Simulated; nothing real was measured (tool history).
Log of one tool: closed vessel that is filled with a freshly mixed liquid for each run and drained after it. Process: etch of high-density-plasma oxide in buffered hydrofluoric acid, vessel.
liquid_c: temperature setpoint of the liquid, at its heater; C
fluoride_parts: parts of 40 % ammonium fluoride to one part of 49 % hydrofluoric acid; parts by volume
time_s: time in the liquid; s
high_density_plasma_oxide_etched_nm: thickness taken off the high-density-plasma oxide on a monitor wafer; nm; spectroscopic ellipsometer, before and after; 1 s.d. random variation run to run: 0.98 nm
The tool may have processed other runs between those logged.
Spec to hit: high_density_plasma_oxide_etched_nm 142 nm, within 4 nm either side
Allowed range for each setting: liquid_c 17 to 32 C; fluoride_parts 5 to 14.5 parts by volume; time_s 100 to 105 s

| run | hour | liquid_c | fluoride_parts | time_s | high_density_plasma_oxide_etched_nm |
|---|---|---|---|---|---|
| 1 | 0 | 25 | 9 | 100 | 187.79 |
| 2 | 3.6 | 24 | 9 | 100 | 177.2 |
| 3 | 9.6 | 24 | 7.5 | 100 | 220.62 |
| 4 | 16.4 | 24 | 7.5 | 105 | 226.77 |
| 5 | 23.3 | 27.5 | 7.5 | 105 | 278.5 |
| 6 | 29.3 | 25 | 8 | 105 | 222.57 |
| 7 | 32.3 | 23 | 8 | 105 | 200.87 |
| 8 | 34.8 | 21.5 | 8 | 105 | 185.13 |

Of the 5 settings listed for the next run, only one would bring every result within its allowed miss of target. Which one?
| A | 37.3 | 17.5 | 8.5 | 100 | ? |
| B | 37.3 | 21 | 6 | 105 | ? |
| C | 37.3 | 22 | 10.5 | 105 | ? |
| D | 37.3 | 21 | 10.5 | 105 | ? |
| E | 37.3 | 26.5 | 7 | 105 | ? |

| move | high_density_plasma_oxide_etched_nm |
|---|---|
| A | 131.94 |
| B | 237.87 |
| C | 149.53 |
| D | 141.47 |
| E | 280.9 |
A: carries the result that was furthest off beyond its target, to the other side
B: the biggest miss grows against the last run
C: an improvement on the last run, though not all results are within tolerance
D: all results land within tolerance of their targets
E: the biggest miss grows against the last run
So the answer is move D, the one that meets all the targets.

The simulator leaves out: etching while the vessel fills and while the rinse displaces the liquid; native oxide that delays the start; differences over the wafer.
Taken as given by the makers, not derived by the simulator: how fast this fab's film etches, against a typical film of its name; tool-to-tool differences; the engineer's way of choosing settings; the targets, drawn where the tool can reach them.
